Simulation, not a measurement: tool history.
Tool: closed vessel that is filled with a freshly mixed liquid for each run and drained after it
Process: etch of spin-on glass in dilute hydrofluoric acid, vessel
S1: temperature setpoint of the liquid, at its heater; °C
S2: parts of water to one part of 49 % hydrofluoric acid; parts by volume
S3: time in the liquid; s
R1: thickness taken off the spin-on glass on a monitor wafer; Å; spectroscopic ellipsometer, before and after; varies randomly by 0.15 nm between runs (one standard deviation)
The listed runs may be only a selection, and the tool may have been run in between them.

{"run": 1, "hour": 0.0, "S1": 23, "S2": 75, "S3": 30, "R1": 116.17}
{"run": 2, "hour": 6.8, "S1": 23, "S2": 100, "S3": 30, "R1": 84.457}
{"run": 3, "hour": 9.3, "S1": 24, "S2": 90, "S3": 30, "R1": 98.617}
{"run": 4, "hour": 16.2, "S1": 24, "S2": 90, "S3": 30, "R1": 99.261}
{"run": 5, "hour": 19.1, "S1": 25, "S2": 80, "S3": 30, "R1": 116.32}
{"run": 6, "hour": 20.6, "S1": 28.5, "S2": 80, "S3": 30, "R1": 133.68}
{"run": 7, "hour": 27.7, "S1": 29, "S2": 75, "S3": 30, "R1": 147.01}

What does the tool deliver on the next run?
{"run": 8, "hour": 29.9, "S1": 31, "S2": 45, "S3": 30, "R1": "?"}

R1: 277.96 Å

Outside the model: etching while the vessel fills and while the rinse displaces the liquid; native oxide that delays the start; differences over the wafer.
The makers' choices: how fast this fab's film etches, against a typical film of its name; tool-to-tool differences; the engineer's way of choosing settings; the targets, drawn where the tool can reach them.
